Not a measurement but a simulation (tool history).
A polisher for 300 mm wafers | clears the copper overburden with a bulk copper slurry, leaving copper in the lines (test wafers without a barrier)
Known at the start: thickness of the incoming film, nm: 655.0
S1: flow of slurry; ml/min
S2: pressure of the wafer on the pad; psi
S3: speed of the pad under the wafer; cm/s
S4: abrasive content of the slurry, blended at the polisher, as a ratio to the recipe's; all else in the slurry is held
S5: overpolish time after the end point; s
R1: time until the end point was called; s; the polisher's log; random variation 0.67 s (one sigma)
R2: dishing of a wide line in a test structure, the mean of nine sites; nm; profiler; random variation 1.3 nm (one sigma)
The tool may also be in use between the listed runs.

run 1 hour=0.0 | S1=205 S2=2.5 S3=104 S4=1.0 S5=18 | R1=76.584 R2=74.575
run 2 hour=4.0 | S1=175 S2=2.5 S3=104 S4=1.0 S5=18 | R1=77.798 R2=74.080
run 3 hour=12.1 | S1=175 S2=2.5 S3=122 S4=1.0 S5=18 | R1=68.994 R2=81.037
run 4 hour=19.1 | S1=175 S2=2.6 S3=122 S4=1.0 S5=19 | R1=66.388 R2=82.157
run 5 hour=22.1 | S1=175 S2=2.7 S3=122 S4=1.0 S5=20 | R1=64.933 R2=89.176
run 6 hour=28.2 | S1=175 S2=2.7 S3=122 S4=0.9 S5=20 | R1=63.995 R2=89.308
run 7 hour=35.4 | S1=175 S2=2.7 S3=122 S4=0.9 S5=20 | R1=66.040 R2=86.553
run 8 hour=43.3 | S1=175 S2=2.7 S3=122 S4=0.9 S5=20 | R1=64.697 R2=86.678
run 9 hour=49.7 | S1=175 S2=2.8 S3=122 S4=0.9 S5=21 | R1=61.980 R2=92.215
-- hour=53.3 slurry nozzle cleaned
run 10 hour=53.3 | S1=175 S2=2.9 S3=122 S4=0.9 S5=22 | R1=56.578 R2=98.116
run 11 hour=59.0 | S1=175 S2=2.9 S3=122 S4=0.9 S5=23 | R1=56.331 R2=99.949

The next listed run, before its measurement:
run 12 hour=62.7 | S1=175 S2=2.9 S3=122 S4=0.9 S5=24 | R1=? R2=?

R1: 56.390 s
R2: 103.140 nm

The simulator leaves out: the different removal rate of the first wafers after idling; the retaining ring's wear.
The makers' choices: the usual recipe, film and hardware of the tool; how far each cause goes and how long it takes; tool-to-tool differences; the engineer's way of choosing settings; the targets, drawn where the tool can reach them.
